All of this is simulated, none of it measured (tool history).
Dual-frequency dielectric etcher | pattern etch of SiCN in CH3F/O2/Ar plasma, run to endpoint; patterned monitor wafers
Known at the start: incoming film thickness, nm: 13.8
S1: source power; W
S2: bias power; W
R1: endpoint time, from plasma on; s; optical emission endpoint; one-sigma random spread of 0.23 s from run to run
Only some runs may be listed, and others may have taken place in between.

run 1 hour=0 | S1=440 S2=89 | R1=32.468
run 2 hour=1.1 | S1=440 S2=98 | R1=30.001
run 3 hour=6.2 | S1=450 S2=98 | R1=29.826
run 4 hour=13.2 | S1=450 S2=85 | R1=32.693
run 5 hour=17.7 | S1=390 S2=85 | R1=36.139
run 6 hour=23.5 | S1=430 S2=85 | R1=33.603
run 7 hour=28.7 | S1=450 S2=86 | R1=32.689
run 8 hour=31.3 | S1=470 S2=86 | R1=31.636
run 9 hour=33.6 | S1=480 S2=86 | R1=31.353
run 10 hour=37.1 | S1=490 S2=86 | R1=31.69
run 11 hour=38.7 | S1=500 S2=87 | R1=30.819
run 12 hour=47 | S1=510 S2=87 | R1=30.23

Run 13, settings as shown, results not yet in. Your forecast:
run 13 hour=48.7 | S1=520 S2=87 | R1=?

R1: 30.496 s

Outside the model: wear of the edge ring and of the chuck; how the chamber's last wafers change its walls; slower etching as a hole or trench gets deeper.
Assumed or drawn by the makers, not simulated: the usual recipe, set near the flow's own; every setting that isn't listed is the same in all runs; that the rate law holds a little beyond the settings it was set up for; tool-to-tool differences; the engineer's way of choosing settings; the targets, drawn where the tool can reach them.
